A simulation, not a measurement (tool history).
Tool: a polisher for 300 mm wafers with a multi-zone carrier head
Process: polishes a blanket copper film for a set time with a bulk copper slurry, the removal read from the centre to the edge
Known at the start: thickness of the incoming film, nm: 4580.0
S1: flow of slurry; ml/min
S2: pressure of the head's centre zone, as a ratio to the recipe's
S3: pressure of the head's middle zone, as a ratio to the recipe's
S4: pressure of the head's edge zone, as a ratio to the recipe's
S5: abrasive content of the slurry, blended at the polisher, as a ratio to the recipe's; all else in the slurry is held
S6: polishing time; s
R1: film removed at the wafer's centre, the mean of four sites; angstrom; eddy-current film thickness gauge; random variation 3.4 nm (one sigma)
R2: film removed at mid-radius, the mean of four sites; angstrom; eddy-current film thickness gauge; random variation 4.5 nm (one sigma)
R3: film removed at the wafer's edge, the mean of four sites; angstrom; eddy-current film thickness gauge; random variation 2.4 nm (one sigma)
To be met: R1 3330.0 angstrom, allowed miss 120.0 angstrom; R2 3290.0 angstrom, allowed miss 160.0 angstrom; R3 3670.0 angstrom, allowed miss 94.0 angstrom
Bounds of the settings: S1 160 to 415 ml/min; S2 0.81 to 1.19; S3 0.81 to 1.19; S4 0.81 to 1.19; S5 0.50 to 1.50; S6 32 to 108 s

| run | hour | S1 | S2 | S3 | S4 | S5 | S6 | R1 | R2 | R3 |
|---|---|---|---|---|---|---|---|---|---|---|
| 1 | 0.0 | 265 | 1.00 | 1.00 | 1.00 | 1.00 | 70 | 5615.3 | 5724.5 | 5515.3 |
| 2 | 8.3 | 265 | 1.00 | 0.96 | 1.00 | 1.00 | 70 | 5591.1 | 5549.0 | 5500.2 |
| 3 | 15.9 | 255 | 0.98 | 0.94 | 1.00 | 0.90 | 67 | 5075.7 | 5022.9 | 5073.5 |
| 4 | 17.8 | 255 | 0.98 | 0.90 | 1.00 | 0.90 | 67 | 5033.3 | 5101.9 | 5080.3 |
| 5 | 25.6 | 255 | 0.98 | 0.90 | 1.00 | 0.90 | 52 | 3864.3 | 3939.3 | 3924.1 |
| 6 | 33.3 | 245 | 0.98 | 0.89 | 1.02 | 0.85 | 52 | 3820.4 | 3716.0 | 3896.8 |
| 7 | 40.4 | 235 | 0.97 | 0.88 | 1.02 | 0.80 | 52 | 3705.4 | 3739.7 | 3825.1 |
| 8 | 47.1 | 230 | 0.97 | 0.87 | 1.03 | 0.75 | 52 | 3620.3 | 3648.8 | 3757.4 |
| 9 | 53.0 | 225 | 0.97 | 0.86 | 1.04 | 0.75 | 52 | 3624.7 | 3613.1 | 3806.3 |
| 10 | 54.5 | 220 | 0.97 | 0.85 | 1.05 | 0.75 | 52 | 3613.3 | 3556.2 | 3828.2 |
| 11 | 62.5 | 215 | 0.97 | 0.84 | 1.05 | 0.75 | 52 | 3620.8 | 3508.8 | 3756.1 |
| 12 | 63.1 | 210 | 0.96 | 0.84 | 1.06 | 0.75 | 52 | 3498.5 | 3490.2 | 3774.3 |
| 13 | 63.9 | 205 | 0.96 | 0.84 | 1.06 | 0.75 | 52 | 3506.2 | 3572.3 | 3807.0 |

4 next moves are on the table. One of them brings every result within its allowed miss. Which?
| A | 64.7 | 160 | 0.93 | 0.97 | 1.02 | 0.70 | 55 | ? | ? | ? |
| B | 64.7 | 290 | 0.92 | 0.81 | 1.07 | 0.65 | 51 | ? | ? | ? |
| C | 64.7 | 235 | 0.99 | 0.81 | 1.15 | 0.75 | 52 | ? | ? | ? |
| D | 64.7 | 185 | 0.88 | 0.92 | 0.93 | 0.65 | 57 | ? | ? | ? |

| move | R1 | R2 | R3 |
|---|---|---|---|
| A | 3328.0 | 3621.4 | 3709.6 |
| B | 3315.7 | 3323.7 | 3699.0 |
| C | 3687.1 | 3440.5 | 3999.2 |
| D | 3299.9 | 3691.0 | 3679.6 |
A: further off than the last run
B: meets every target
C: brings the result that was furthest off to its target, and leaves another outside
D: further off than the last run
Answer: B
